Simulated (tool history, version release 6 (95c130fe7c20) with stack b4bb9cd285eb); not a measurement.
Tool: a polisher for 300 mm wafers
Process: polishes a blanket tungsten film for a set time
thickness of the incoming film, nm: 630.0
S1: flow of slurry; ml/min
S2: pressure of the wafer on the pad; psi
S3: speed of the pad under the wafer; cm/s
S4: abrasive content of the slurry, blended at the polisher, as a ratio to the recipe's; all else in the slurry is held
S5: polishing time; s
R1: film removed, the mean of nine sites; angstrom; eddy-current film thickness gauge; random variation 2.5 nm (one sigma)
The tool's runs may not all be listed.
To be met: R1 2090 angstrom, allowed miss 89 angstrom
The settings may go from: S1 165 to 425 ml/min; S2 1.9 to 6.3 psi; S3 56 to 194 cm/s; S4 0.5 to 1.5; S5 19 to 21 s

run,hour,S1,S2,S3,S4,S5,R1
1,0,275,4.1,124,1,21,1042.5
2,0.7,275,4.1,134,1,21,1131.2
3,3.4,275,4.4,136,1,21,1196.5
4,4.1,275,4.7,140,1,21,1364.1
5,6.8,275,4.7,154,1,21,1461.6
6,13.2,275,4.7,154,1,21,1450
7,16.4,275,4.9,154,1,21,1510.1
8,21.9,275,5.1,154,1,21,1569.1
9,23.5,275,5.3,156,1,21,1666.9
10,28.6,275,5.5,156,1,21,1708.1
11,36.9,275,5.6,158,1,21,1801.9
12,45,275,5.7,158,1,21,1797.9
13,47.6,275,5.8,158,1,21,1828.7

5 next moves are on the table. One of them brings every result within its allowed miss. Which?
A,50.2,255,5.8,148,1,19,?
B,50.2,240,5.8,190,1.1,21,?
C,50.2,225,5.8,176,1.1,21,?
D,50.2,270,6.2,178,1.1,21,?
E,50.2,245,6.3,172,1.15,21,?

move,R1
A,1549.9
B,2218.8
C,2042.1
D,2251.6
E,2210.2
A: further off than the last run
B: takes the result that was furthest off past its target
C: meets every target
D: takes the result that was furthest off past its target
E: takes the result that was furthest off past its target
Move C is the one to make.

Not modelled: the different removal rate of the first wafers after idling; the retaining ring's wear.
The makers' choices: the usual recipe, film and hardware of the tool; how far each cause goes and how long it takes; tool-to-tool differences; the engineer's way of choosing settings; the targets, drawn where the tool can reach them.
